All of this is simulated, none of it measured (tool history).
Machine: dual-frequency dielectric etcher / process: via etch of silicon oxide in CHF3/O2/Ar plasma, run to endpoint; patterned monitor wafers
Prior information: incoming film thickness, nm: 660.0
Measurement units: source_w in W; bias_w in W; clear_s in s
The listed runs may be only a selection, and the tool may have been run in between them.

run	hour	source_w	bias_w	clear_s
1	0.0	580	191	333.17
2	7.9	580	213	321.05
3	11.8	620	217	312.88
4	14.1	700	217	298.12
5	15.6	720	221	293.90
6	21.9	730	225	290.70
7	30.8	740	228	289.93
8	38.1	750	232	282.79
9	42.6	760	233	283.63

Run 10 has not been measured yet. What should we expect?
10	47.7	770	235	?

Run 10 gave clear_s 281.30 s.

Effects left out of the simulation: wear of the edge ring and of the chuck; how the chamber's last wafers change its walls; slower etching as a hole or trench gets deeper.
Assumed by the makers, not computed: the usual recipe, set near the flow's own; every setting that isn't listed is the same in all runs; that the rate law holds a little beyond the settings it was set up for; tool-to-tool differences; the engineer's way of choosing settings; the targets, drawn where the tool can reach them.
